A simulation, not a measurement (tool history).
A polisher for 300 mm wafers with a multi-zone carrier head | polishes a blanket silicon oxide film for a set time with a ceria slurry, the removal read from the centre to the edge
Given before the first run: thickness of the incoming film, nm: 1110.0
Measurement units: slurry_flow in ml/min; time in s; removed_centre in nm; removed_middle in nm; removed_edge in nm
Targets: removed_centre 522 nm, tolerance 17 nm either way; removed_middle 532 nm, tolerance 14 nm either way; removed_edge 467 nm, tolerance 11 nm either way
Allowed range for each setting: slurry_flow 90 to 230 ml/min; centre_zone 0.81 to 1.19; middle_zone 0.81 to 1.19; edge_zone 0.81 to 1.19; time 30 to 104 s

run	hour	slurry_flow	centre_zone	middle_zone	edge_zone	time	removed_centre	removed_middle	removed_edge
1	0	150	1	1	1	67	408.25	395.82	392.8
2	1.4	150	0.93	1	1	67	377.53	395.88	395.87
3	9.9	170	0.98	1.05	1.04	68	412.46	429.01	414.25
4	10.5	170	0.98	1.05	1.04	79	482.5	500.47	470.81
5	15.2	150	0.98	1.05	1.04	79	475.63	488.55	465.92
6	19.7	160	1	1.06	1.03	79	491.91	498.99	474.32
7	27.9	170	1.01	1.08	1	78	485.83	501.48	465.25
8	34.3	180	1.03	1.1	0.98	78	500.47	519.21	470.41

5 candidate next runs follow, results not yet known. Just one meets every target within its allowed miss. Identify it.
A	40.7	230	0.98	1.04	1.01	76	?	?	?
B	40.7	140	1.02	1.09	1.04	79	?	?	?
C	40.7	165	1.08	1.14	0.98	79	?	?	?
D	40.7	165	0.95	1.08	1	81	?	?	?
E	40.7	155	1.05	1.06	0.94	81	?	?	?

move	removed_centre	removed_middle	removed_edge
A	480.54	490.34	472.63
B	478.61	492.51	469.44
C	523.34	526.1	469.6
D	471.35	515.33	484.97
E	515.34	501.81	472.33
A: misses by more than the last run did
B: misses by more than the last run did
C: all results in spec
D: misses by more than the last run did
E: brings the last run's worst result on target, with another outside its allowed miss
Answer: C
